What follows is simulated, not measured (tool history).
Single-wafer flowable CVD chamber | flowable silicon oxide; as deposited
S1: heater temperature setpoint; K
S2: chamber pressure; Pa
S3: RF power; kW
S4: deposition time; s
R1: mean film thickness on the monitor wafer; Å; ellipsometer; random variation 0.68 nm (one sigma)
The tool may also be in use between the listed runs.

Run 1, hour 0.0: S1 373.15 K, S2 137 Pa, S3 2.430 kW, S4 439 s. Result: R1 3923.2 Å.
Run 2, hour 2.0: S1 368.15 K, S2 137 Pa, S3 2.430 kW, S4 439 s. Result: R1 4582.0 Å.
Run 3, hour 3.8: S1 368.15 K, S2 152 Pa, S3 2.430 kW, S4 439 s. Result: R1 4995.9 Å.
Run 4, hour 10.3: S1 368.15 K, S2 152 Pa, S3 2.430 kW, S4 439 s. Result: R1 4977.3 Å.
Run 5, hour 16.7: S1 368.15 K, S2 152 Pa, S3 2.430 kW, S4 417 s. Result: R1 4733.3 Å.
Run 6, hour 21.0: S1 368.15 K, S2 152 Pa, S3 2.600 kW, S4 417 s. Result: R1 4750.2 Å.

The next listed run, before its measurement:
Run 7, hour 25.9: S1 370.15 K, S2 152 Pa, S3 2.600 kW, S4 417 s. Result: R1 ?.

R1: 4467.1 Å

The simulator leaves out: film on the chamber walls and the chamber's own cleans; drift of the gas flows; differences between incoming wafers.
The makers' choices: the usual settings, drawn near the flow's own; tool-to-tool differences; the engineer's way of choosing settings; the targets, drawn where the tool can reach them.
